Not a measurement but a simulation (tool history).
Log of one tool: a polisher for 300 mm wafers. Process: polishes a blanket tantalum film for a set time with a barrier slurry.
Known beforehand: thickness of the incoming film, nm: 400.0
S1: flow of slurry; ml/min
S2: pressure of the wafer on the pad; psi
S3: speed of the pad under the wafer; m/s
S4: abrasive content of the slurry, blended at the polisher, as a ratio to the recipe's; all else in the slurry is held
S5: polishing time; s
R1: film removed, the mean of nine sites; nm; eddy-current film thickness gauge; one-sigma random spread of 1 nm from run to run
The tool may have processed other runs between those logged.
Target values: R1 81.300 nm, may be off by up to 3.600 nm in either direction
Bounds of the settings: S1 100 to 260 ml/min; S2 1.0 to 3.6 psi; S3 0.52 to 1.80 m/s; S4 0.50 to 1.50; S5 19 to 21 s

run	day	S1	S2	S3	S4	S5	R1
1	0.000	165	2.3	1.16	1.00	21	55.586
2	0.212	180	2.3	1.16	1.00	21	55.316
3	0.479	180	1.8	1.16	1.00	21	44.688
4	0.629	180	1.5	1.16	1.00	21	36.942
5	0.854	160	1.5	1.16	1.00	21	37.487
6	1.054	160	1.9	1.18	1.00	21	46.736
7	1.075	160	1.9	1.18	1.00	21	45.857
8	1.196	160	2.2	1.20	1.00	21	53.474
9	1.554	160	2.4	1.20	1.00	21	57.777
10	1.717	165	2.6	1.20	1.00	21	63.029
11	1.854	165	2.8	1.20	1.00	21	69.203
12	2.108	165	2.9	1.20	1.00	21	70.569
13	2.283	165	3.0	1.20	1.00	21	74.041
14	2.575	165	3.1	1.20	1.00	21	75.839

Next run, 5 choices. One meets every target within its allowed miss, the rest don't. Which?
A	2.867	140	3.0	1.16	1.15	21	?
B	2.867	170	3.0	1.44	0.80	20	?
C	2.867	130	3.5	1.34	0.95	21	?
D	2.867	155	3.2	1.16	1.10	20	?
E	2.867	215	3.4	1.16	0.90	21	?

move	R1
A	72.185
B	72.572
C	86.945
D	73.392
E	78.623
A: further off than the last run
B: further off than the last run
C: moves the result that the last run missed by most past its target, out the other side
D: further off than the last run
E: every result within its allowed miss
So the answer is move E, the one that meets all the targets.
